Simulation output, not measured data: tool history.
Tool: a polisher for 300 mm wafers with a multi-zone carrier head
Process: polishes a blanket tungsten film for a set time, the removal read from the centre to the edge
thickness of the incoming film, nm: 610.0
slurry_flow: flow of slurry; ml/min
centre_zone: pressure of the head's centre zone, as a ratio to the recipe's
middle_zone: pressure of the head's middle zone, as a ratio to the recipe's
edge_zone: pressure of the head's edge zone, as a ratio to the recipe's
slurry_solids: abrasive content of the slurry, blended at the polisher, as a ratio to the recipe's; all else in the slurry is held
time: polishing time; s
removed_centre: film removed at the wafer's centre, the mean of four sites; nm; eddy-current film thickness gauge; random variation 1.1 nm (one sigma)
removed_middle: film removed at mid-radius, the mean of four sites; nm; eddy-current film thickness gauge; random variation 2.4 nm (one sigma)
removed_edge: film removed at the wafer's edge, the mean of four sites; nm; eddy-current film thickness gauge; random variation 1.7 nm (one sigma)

Run 1, day 0.000: slurry_flow 180 ml/min, centre_zone 1.00, middle_zone 1.00, edge_zone 1.00, slurry_solids 1.00, time 40 s. Result: removed_centre 194.60 nm, removed_middle 193.59 nm, removed_edge 190.91 nm.
Run 2, day 0.025: slurry_flow 180 ml/min, centre_zone 1.00, middle_zone 0.95, edge_zone 1.00, slurry_solids 1.00, time 40 s. Result: removed_centre 196.30 nm, removed_middle 186.38 nm, removed_edge 189.62 nm.
Run 3, day 0.162: slurry_flow 180 ml/min, centre_zone 1.00, middle_zone 0.95, edge_zone 1.00, slurry_solids 1.00, time 47 s. Result: removed_centre 231.08 nm, removed_middle 223.57 nm, removed_edge 224.86 nm.
Run 4, day 0.367: slurry_flow 170 ml/min, centre_zone 0.99, middle_zone 0.91, edge_zone 0.97, slurry_solids 0.85, time 46 s. Result: removed_centre 212.50 nm, removed_middle 197.20 nm, removed_edge 203.26 nm.
Run 5, day 0.400: slurry_flow 155 ml/min, centre_zone 0.97, middle_zone 0.88, edge_zone 0.94, slurry_solids 0.80, time 46 s. Result: removed_centre 202.49 nm, removed_middle 183.77 nm, removed_edge 194.86 nm.
Run 6, day 0.438: slurry_flow 155 ml/min, centre_zone 0.94, middle_zone 0.88, edge_zone 0.94, slurry_solids 0.80, time 46 s. Result: removed_centre 196.68 nm, removed_middle 187.59 nm, removed_edge 195.82 nm.

Run 7 comes next. What will it give?
Run 7, day 0.525: slurry_flow 145 ml/min, centre_zone 0.93, middle_zone 0.86, edge_zone 0.91, slurry_solids 0.75, time 46 s. Result: removed_centre ?, removed_middle ?, removed_edge ?.

removed_centre: 191.37 nm
removed_middle: 182.36 nm
removed_edge: 191.24 nm
